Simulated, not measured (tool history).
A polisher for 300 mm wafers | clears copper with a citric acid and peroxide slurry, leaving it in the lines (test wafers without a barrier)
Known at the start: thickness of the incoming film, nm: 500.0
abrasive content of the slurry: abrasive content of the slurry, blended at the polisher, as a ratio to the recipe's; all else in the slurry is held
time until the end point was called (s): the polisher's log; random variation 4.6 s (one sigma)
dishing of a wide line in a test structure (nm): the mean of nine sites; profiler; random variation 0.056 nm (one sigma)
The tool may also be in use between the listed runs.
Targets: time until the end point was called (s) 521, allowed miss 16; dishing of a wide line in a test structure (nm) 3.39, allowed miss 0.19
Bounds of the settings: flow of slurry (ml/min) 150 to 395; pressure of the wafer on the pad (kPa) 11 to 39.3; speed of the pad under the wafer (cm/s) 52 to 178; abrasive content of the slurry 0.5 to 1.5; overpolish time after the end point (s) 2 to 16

run,hour,flow of slurry (ml/min),pressure of the wafer on the pad (kPa),speed of the pad under the wafer (cm/s),abrasive content of the slurry,overpolish time after the end point (s),time until the end point was called (s),dishing of a wide line in a test structure (nm)
1,0,250,24.8,114,1,8,197.4,16.939
2,4.5,250,24.8,114,1,10,198.11,21.418
3,5.8,250,24.8,114,1,8,197.82,17.145
4,7.9,255,21.4,96,1,6,266.46,9.5766
5,8.7,255,21.4,96,1.15,6,259.08,10.287
6,14.9,255,21.4,70,1.15,6,344.56,7.5755
7,22.6,255,18.6,68,1.1,5,402.69,5.4573
8,27.4,255,17.2,68,1.1,5,430.99,5.0367
9,35.2,255,15.9,68,1.1,5,469.4,4.7757

4 next moves are on the table. One of them brings every result within its allowed miss. Which?
A,43,250,15.2,62,1.1,5,?,?
B,43,210,16.5,74,1.3,8,?,?
C,43,345,17.9,60,0.7,4,?,?
D,43,260,15.2,66,0.95,7,?,?

move,time until the end point was called (s),dishing of a wide line in a test structure (nm)
A,528.56,4.1827
B,407.22,8.5886
C,519.22,3.4156
D,521.17,5.9108
A: nearer than the last run, and not there yet
B: further off than the last run
C: meets every target
D: further off than the last run
The right move is C.
